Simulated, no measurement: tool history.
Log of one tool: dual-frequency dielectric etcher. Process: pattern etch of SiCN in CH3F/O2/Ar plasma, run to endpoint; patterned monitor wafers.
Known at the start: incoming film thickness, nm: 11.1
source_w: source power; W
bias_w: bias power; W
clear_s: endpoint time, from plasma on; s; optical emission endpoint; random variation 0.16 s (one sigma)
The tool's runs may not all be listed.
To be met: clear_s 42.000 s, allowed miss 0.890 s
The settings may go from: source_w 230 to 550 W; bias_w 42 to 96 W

{"run": 1, "hour": 0.0, "source_w": 390, "bias_w": 69, "clear_s": 29.844}
{"run": 2, "hour": 6.4, "source_w": 390, "bias_w": 63, "clear_s": 30.821}
{"run": 3, "hour": 13.3, "source_w": 350, "bias_w": 58, "clear_s": 34.471}
{"run": 4, "hour": 14.7, "source_w": 410, "bias_w": 58, "clear_s": 31.309}
{"run": 5, "hour": 21.4, "source_w": 370, "bias_w": 56, "clear_s": 33.834}
{"run": 6, "hour": 25.7, "source_w": 370, "bias_w": 45, "clear_s": 37.615}
{"run": 7, "hour": 32.1, "source_w": 290, "bias_w": 42, "clear_s": 46.285}
{"run": 8, "hour": 39.5, "source_w": 300, "bias_w": 42, "clear_s": 44.947}
{"run": 9, "hour": 46.6, "source_w": 310, "bias_w": 42, "clear_s": 44.028}
{"run": 10, "hour": 53.4, "source_w": 320, "bias_w": 42, "clear_s": 42.908}

Which of these 5 next moves meets every target?
{"run": "A", "hour": 60.2, "source_w": 290, "bias_w": 45, "clear_s": "?"}
{"run": "B", "hour": 60.2, "source_w": 310, "bias_w": 42, "clear_s": "?"}
{"run": "C", "hour": 60.2, "source_w": 270, "bias_w": 51, "clear_s": "?"}
{"run": "D", "hour": 60.2, "source_w": 310, "bias_w": 46, "clear_s": "?"}
{"run": "E", "hour": 60.2, "source_w": 290, "bias_w": 47, "clear_s": "?"}

move=A clear_s=44.550
move=B clear_s=43.846
move=C clear_s=44.289
move=D clear_s=41.875
move=E clear_s=43.576
A: further off than the last run
B: further off than the last run
C: further off than the last run
D: meets every target
E: further off than the last run
Answer: D

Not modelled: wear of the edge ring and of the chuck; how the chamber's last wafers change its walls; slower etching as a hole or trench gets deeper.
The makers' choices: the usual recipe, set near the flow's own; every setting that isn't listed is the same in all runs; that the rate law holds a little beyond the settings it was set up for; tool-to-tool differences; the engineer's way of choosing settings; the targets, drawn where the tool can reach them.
